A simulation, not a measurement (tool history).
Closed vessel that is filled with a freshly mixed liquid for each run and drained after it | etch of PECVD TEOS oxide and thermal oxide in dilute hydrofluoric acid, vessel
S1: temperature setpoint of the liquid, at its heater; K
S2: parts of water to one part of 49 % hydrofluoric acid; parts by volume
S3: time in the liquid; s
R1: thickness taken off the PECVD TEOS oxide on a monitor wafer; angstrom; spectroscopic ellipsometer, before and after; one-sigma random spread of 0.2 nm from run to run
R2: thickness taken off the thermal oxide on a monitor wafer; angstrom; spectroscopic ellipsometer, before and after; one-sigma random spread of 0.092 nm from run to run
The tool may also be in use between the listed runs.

run 1 hour=0 | S1=295.15 S2=125 S3=410 | R1=370.42 R2=132.73
run 2 hour=3.4 | S1=297.15 S2=125 S3=410 | R1=399.59 R2=145.06
run 3 hour=11.5 | S1=298.15 S2=125 S3=410 | R1=414.5 R2=151.41
run 4 hour=15 | S1=298.65 S2=125 S3=410 | R1=422.11 R2=154.42
run 5 hour=22.2 | S1=299.15 S2=125 S3=410 | R1=431.69 R2=156.78
run 6 hour=26.9 | S1=299.15 S2=125 S3=350 | R1=367.49 R2=134.04
run 7 hour=29.4 | S1=299.65 S2=120 S3=350 | R1=391.18 R2=143.46

The next listed run, before its measurement:
run 8 hour=38.8 | S1=300.15 S2=115 S3=350 | R1=? R2=?

R1: 419.52 angstrom
R2: 153.41 angstrom
